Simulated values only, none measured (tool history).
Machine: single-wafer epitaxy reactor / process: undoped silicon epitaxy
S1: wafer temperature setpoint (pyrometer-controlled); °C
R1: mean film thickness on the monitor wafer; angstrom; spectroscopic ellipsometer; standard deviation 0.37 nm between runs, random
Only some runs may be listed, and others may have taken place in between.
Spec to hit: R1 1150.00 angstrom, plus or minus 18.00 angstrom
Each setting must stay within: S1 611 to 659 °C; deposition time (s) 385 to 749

{"run": 1, "hour": 0.0, "S1": 635, "deposition time (s)": 567, "R1": 700.65}
{"run": 2, "hour": 3.5, "S1": 642, "deposition time (s)": 567, "R1": 810.61}
{"run": 3, "hour": 11.9, "S1": 642, "deposition time (s)": 629, "R1": 899.85}
{"run": 4, "hour": 17.1, "S1": 631, "deposition time (s)": 629, "R1": 720.45}
{"run": 5, "hour": 23.4, "S1": 636, "deposition time (s)": 630, "R1": 797.23}
{"run": 6, "hour": 27.3, "S1": 641, "deposition time (s)": 630, "R1": 881.05}
{"run": 7, "hour": 31.3, "S1": 644, "deposition time (s)": 630, "R1": 947.12}
{"run": 8, "hour": 33.2, "S1": 646, "deposition time (s)": 630, "R1": 976.58}
{"run": 9, "hour": 37.9, "S1": 648, "deposition time (s)": 630, "R1": 1018.1}
{"run": 10, "hour": 41.3, "S1": 649, "deposition time (s)": 630, "R1": 1044.3}
{"run": 11, "hour": 43.4, "S1": 650, "deposition time (s)": 630, "R1": 1061.2}
{"run": 12, "hour": 52.4, "S1": 651, "deposition time (s)": 630, "R1": 1077.0}

Next run, 5 choices. One meets every target within its allowed miss, the rest don't. Which?
{"run": "A", "hour": 61.4, "S1": 659, "deposition time (s)": 544, "R1": "?"}
{"run": "B", "hour": 61.4, "S1": 653, "deposition time (s)": 577, "R1": "?"}
{"run": "C", "hour": 61.4, "S1": 651, "deposition time (s)": 637, "R1": "?"}
{"run": "D", "hour": 61.4, "S1": 657, "deposition time (s)": 591, "R1": "?"}
{"run": "E", "hour": 61.4, "S1": 654, "deposition time (s)": 598, "R1": "?"}

move=A R1=1092.00
move=B R1=1029.20
move=C R1=1092.00
move=D R1=1140.70
move=E R1=1087.90
A: closes in on the targets versus the last run, not all within tolerance yet
B: moves away from the targets compared with the last run
C: closes in on the targets versus the last run, not all within tolerance yet
D: all results land within tolerance of their targets
E: closes in on the targets versus the last run, not all within tolerance yet
The right move is D.

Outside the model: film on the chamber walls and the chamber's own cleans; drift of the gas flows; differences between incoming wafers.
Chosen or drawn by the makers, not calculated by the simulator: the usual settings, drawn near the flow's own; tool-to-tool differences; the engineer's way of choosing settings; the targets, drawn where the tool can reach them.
